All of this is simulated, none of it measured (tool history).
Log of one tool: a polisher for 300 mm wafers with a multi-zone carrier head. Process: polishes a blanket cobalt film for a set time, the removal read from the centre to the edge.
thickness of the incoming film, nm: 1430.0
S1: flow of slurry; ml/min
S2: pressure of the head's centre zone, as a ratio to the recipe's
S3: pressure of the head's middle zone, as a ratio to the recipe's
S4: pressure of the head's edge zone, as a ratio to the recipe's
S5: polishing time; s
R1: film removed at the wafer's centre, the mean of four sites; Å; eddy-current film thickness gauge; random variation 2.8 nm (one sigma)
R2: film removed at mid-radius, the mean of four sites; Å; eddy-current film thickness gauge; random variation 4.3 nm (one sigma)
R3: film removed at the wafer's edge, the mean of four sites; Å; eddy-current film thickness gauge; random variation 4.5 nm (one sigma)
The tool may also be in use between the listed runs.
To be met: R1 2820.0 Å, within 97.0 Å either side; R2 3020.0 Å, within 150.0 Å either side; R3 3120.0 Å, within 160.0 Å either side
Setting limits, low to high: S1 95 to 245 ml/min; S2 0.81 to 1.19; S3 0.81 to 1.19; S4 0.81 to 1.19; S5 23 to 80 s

run  hour   S1    S2    S3    S4  S5      R1      R2      R3
  1   0.0  155  1.00  1.00  1.00  51  2034.0  1999.3  2076.9
  2   6.2  160  1.00  1.01  1.02  54  2121.1  2164.4  2231.3
  3   8.9  165  1.01  1.02  1.04  56  2244.5  2280.6  2371.4
  4  11.2  165  1.01  1.05  1.04  56  2259.1  2292.5  2332.0
  5  14.1  165  1.01  1.05  1.08  56  2200.2  2368.9  2349.9
  6  22.4  170  1.01  1.04  1.09  58  2359.5  2421.1  2447.1
  7  23.6  170  1.00  1.04  1.09  60  2405.0  2431.8  2612.8
  8  31.3  175  1.00  1.06  1.10  61  2421.5  2547.0  2637.5
  9  34.9  175  1.00  1.07  1.11  62  2489.8  2599.1  2736.5

Pick the move, out of 4, that brings all results within their allowed miss; only one does.
  A  38.5  200  1.02  1.12  1.18  68   ?   ?   ?
  B  38.5  140  0.95  0.91  1.01  75   ?   ?   ?
  C  38.5  170  1.00  0.98  1.14  70   ?   ?   ?
  D  38.5  190  0.81  0.83  1.14  77   ?   ?   ?

move      R1      R2      R3
   A  2773.9  3030.8  3145.9
   B  2768.9  2696.2  3132.2
   C  2754.9  2736.4  3147.4
   D  2628.8  2656.7  3500.2
A: all results in spec
B: corrects the largest miss of the last run, while another result sits out of spec
C: corrects the largest miss of the last run, while another result sits out of spec
D: nearer the targets than the last run, but a result is still out of spec
A is the move that brings every result within its allowed miss.
